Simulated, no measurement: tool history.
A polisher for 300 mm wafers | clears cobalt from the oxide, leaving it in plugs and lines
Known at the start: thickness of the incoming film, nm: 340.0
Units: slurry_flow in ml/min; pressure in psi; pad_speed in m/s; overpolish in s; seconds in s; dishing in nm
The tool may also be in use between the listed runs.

| run | day | slurry_flow | pressure | pad_speed | overpolish | seconds | dishing |
|---|---|---|---|---|---|---|---|
| 1 | 0.000 | 125 | 1.6 | 1.18 | 17 | 64.078 | 57.139 |
| 2 | 0.133 | 150 | 1.6 | 1.18 | 17 | 61.717 | 58.235 |
| 3 | 0.421 | 150 | 1.6 | 1.18 | 14 | 62.661 | 50.352 |
| 4 | 0.504 | 145 | 1.4 | 1.18 | 16 | 71.195 | 49.648 |
| 5 | 0.804 | 160 | 1.4 | 1.18 | 16 | 69.178 | 52.554 |
| 6 | 0.892 | 150 | 1.3 | 1.18 | 17 | 74.966 | 51.403 |
| 7 | 1.158 | 145 | 1.2 | 1.18 | 18 | 82.109 | 50.743 |
| 8 | 1.250 | 135 | 1.2 | 1.18 | 19 | 82.322 | 50.849 |
| 9 | 1.329 | 130 | 1.2 | 1.18 | 20 | 84.092 | 54.115 |
| 10 | 1.579 | 125 | 1.2 | 1.18 | 20 | 85.343 | 53.649 |
| 11 | 1.758 | 120 | 1.2 | 1.18 | 20 | 85.704 | 53.726 |

Forecast run 12:
| 12 | 2.129 | 115 | 1.2 | 1.18 | 20 | ? | ? |

seconds: 84.707 s
dishing: 51.783 nm

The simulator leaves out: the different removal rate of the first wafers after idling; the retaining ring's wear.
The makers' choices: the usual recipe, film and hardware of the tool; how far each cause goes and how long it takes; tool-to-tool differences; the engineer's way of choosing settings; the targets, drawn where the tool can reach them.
